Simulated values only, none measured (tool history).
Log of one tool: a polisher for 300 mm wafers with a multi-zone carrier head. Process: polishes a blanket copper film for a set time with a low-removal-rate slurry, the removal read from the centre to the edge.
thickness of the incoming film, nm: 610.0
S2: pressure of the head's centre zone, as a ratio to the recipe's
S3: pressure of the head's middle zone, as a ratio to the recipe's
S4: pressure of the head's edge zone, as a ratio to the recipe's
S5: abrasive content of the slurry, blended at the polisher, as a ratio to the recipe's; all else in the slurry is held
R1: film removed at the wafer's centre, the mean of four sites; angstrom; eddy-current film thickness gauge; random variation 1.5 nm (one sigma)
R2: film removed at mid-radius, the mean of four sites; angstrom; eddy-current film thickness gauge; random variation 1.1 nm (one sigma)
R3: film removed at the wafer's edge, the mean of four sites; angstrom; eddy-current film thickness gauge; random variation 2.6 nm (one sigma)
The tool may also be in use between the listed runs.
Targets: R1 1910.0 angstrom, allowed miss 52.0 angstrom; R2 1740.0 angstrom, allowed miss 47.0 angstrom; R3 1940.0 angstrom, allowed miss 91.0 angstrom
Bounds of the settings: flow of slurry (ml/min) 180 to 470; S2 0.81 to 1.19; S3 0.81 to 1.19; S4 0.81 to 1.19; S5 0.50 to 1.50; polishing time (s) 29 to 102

{"run": 1, "day": 0.0, "flow of slurry (ml/min)": 300, "S2": 1.0, "S3": 1.0, "S4": 1.0, "S5": 1.0, "polishing time (s)": 65, "R1": 1562.7, "R2": 1524.6, "R3": 1537.2}
{"run": 2, "day": 0.271, "flow of slurry (ml/min)": 300, "S2": 1.0, "S3": 1.0, "S4": 0.92, "S5": 1.0, "polishing time (s)": 65, "R1": 1569.7, "R2": 1547.5, "R3": 1478.7}
{"run": 3, "day": 0.596, "flow of slurry (ml/min)": 305, "S2": 1.01, "S3": 1.0, "S4": 0.98, "S5": 1.1, "polishing time (s)": 66, "R1": 1650.7, "R2": 1603.4, "R3": 1595.2}
{"run": 4, "day": 0.938, "flow of slurry (ml/min)": 305, "S2": 1.09, "S3": 1.0, "S4": 0.98, "S5": 1.1, "polishing time (s)": 66, "R1": 1757.7, "R2": 1584.7, "R3": 1589.1}
{"run": 5, "day": 1.033, "flow of slurry (ml/min)": 305, "S2": 1.04, "S3": 1.0, "S4": 0.98, "S5": 1.1, "polishing time (s)": 66, "R1": 1670.2, "R2": 1587.6, "R3": 1589.6}
{"run": 6, "day": 1.371, "flow of slurry (ml/min)": 315, "S2": 1.06, "S3": 1.01, "S4": 1.02, "S5": 1.2, "polishing time (s)": 66, "R1": 1737.7, "R2": 1609.7, "R3": 1625.2}
{"run": 7, "day": 1.712, "flow of slurry (ml/min)": 310, "S2": 1.05, "S3": 1.0, "S4": 1.05, "S5": 1.25, "polishing time (s)": 67, "R1": 1756.5, "R2": 1652.0, "R3": 1709.8}
{"run": 8, "day": 2.075, "flow of slurry (ml/min)": 310, "S2": 1.06, "S3": 1.0, "S4": 1.08, "S5": 1.3, "polishing time (s)": 67, "R1": 1791.8, "R2": 1646.5, "R3": 1745.9}
{"run": 9, "day": 2.4, "flow of slurry (ml/min)": 315, "S2": 1.06, "S3": 1.0, "S4": 1.1, "S5": 1.35, "polishing time (s)": 67, "R1": 1815.4, "R2": 1668.1, "R3": 1738.4}
{"run": 10, "day": 2.525, "flow of slurry (ml/min)": 305, "S2": 1.05, "S3": 0.99, "S4": 1.12, "S5": 1.4, "polishing time (s)": 68, "R1": 1790.9, "R2": 1678.9, "R3": 1842.2}
{"run": 11, "day": 2.85, "flow of slurry (ml/min)": 315, "S2": 1.05, "S3": 0.99, "S4": 1.13, "S5": 1.4, "polishing time (s)": 68, "R1": 1793.4, "R2": 1675.2, "R3": 1767.1}
{"run": 12, "day": 3.058, "flow of slurry (ml/min)": 315, "S2": 1.05, "S3": 0.99, "S4": 1.13, "S5": 1.4, "polishing time (s)": 68, "R1": 1826.9, "R2": 1706.9, "R3": 1816.8}
{"run": 13, "day": 3.292, "flow of slurry (ml/min)": 310, "S2": 1.05, "S3": 0.99, "S4": 1.14, "S5": 1.4, "polishing time (s)": 69, "R1": 1831.0, "R2": 1698.1, "R3": 1873.2}
{"run": 14, "day": 3.533, "flow of slurry (ml/min)": 310, "S2": 1.05, "S3": 0.99, "S4": 1.15, "S5": 1.4, "polishing time (s)": 69, "R1": 1860.4, "R2": 1721.9, "R3": 1830.9}
{"run": 15, "day": 3.721, "flow of slurry (ml/min)": 310, "S2": 1.05, "S3": 0.99, "S4": 1.15, "S5": 1.4, "polishing time (s)": 69, "R1": 1861.5, "R2": 1721.1, "R3": 1857.7}
{"run": 16, "day": 4.0, "flow of slurry (ml/min)": 305, "S2": 1.05, "S3": 0.99, "S4": 1.16, "S5": 1.4, "polishing time (s)": 69, "R1": 1856.6, "R2": 1730.2, "R3": 1881.9}
{"run": 17, "day": 4.283, "flow of slurry (ml/min)": 300, "S2": 1.05, "S3": 0.99, "S4": 1.17, "S5": 1.4, "polishing time (s)": 69, "R1": 1852.3, "R2": 1718.7, "R3": 1869.9}
{"run": 18, "day": 4.358, "flow of slurry (ml/min)": 295, "S2": 1.05, "S3": 0.99, "S4": 1.17, "S5": 1.4, "polishing time (s)": 69, "R1": 1858.0, "R2": 1698.7, "R3": 1911.0}

Which of these 4 next moves meets every target?
{"run": "A", "day": 4.433, "flow of slurry (ml/min)": 255, "S2": 1.02, "S3": 0.92, "S4": 1.08, "S5": 1.5, "polishing time (s)": 69, "R1": "?", "R2": "?", "R3": "?"}
{"run": "B", "day": 4.433, "flow of slurry (ml/min)": 405, "S2": 1.03, "S3": 0.93, "S4": 1.16, "S5": 1.5, "polishing time (s)": 70, "R1": "?", "R2": "?", "R3": "?"}
{"run": "C", "day": 4.433, "flow of slurry (ml/min)": 275, "S2": 1.06, "S3": 1.04, "S4": 1.19, "S5": 1.5, "polishing time (s)": 66, "R1": "?", "R2": "?", "R3": "?"}
{"run": "D", "day": 4.433, "flow of slurry (ml/min)": 180, "S2": 1.02, "S3": 0.93, "S4": 1.18, "S5": 1.5, "polishing time (s)": 75, "R1": "?", "R2": "?", "R3": "?"}

move=A R1=1763.9 R2=1621.0 R3=1795.6
move=B R1=1902.3 R2=1734.3 R3=1957.9
move=C R1=1773.4 R2=1690.9 R3=1816.0
move=D R1=1799.5 R2=1675.3 R3=1957.4
A: further off than the last run
B: meets every target
C: further off than the last run
D: further off than the last run
Answer: B
